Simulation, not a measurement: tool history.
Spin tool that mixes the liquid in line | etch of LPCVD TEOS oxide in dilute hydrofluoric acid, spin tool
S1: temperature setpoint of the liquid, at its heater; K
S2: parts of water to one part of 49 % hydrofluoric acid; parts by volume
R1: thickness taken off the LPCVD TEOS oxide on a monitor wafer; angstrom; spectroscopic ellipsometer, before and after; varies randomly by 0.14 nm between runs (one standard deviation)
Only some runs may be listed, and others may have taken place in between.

run 1 hour=0.0 | S1=293.15 S2=260 time_under_the_liquid_(s)=75 | R1=100.600
run 2 hour=5.8 | S1=294.15 S2=255 time_under_the_liquid_(s)=75 | R1=105.840
run 3 hour=13.3 | S1=295.15 S2=250 time_under_the_liquid_(s)=75 | R1=114.130
run 4 hour=21.5 | S1=295.15 S2=285 time_under_the_liquid_(s)=75 | R1=94.199
run 5 hour=28.9 | S1=297.65 S2=285 time_under_the_liquid_(s)=75 | R1=104.370
run 6 hour=33.9 | S1=298.15 S2=280 time_under_the_liquid_(s)=75 | R1=109.640

Run 7, settings as shown, results not yet in. Your forecast:
run 7 hour=36.5 | S1=298.65 S2=275 time_under_the_liquid_(s)=75 | R1=?

{"run 7": {"R1": 112.89}}
